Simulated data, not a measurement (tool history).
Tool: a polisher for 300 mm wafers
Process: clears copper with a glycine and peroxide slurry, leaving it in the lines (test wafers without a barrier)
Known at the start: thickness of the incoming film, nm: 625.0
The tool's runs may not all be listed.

| run | hour | flow of slurry (ml/min) | pressure of the wafer on the pad (kPa) | speed of the pad under the wafer (m/s) | overpolish time after the end point (s) | time until the end point was called (s) | dishing of a wide line in a test structure (angstrom) |
|---|---|---|---|---|---|---|---|
| 1 | 0 | 140 | 15.2 | 0.8 | 13 | 146.66 | 341.74 |
| 2 | 6.4 | 140 | 15.2 | 0.8 | 10 | 144.57 | 267.87 |
| 3 | 13.2 | 145 | 15.2 | 0.8 | 9 | 143.87 | 244.36 |
| 4 | 15.8 | 165 | 15.2 | 0.8 | 9 | 143.6 | 248.16 |
| 5 | 20 | 165 | 15.2 | 0.8 | 4 | 141.53 | 119.22 |
| 6 | 26.4 | 135 | 15.2 | 0.8 | 4 | 146.98 | 117.09 |

The next listed run, before its measurement:
| 7 | 29.1 | 140 | 15.9 | 0.8 | 5 | ? | ? |

Run 7 gave time until the end point was called (s) 140.91, dishing of a wide line in a test structure (angstrom) 150.6.
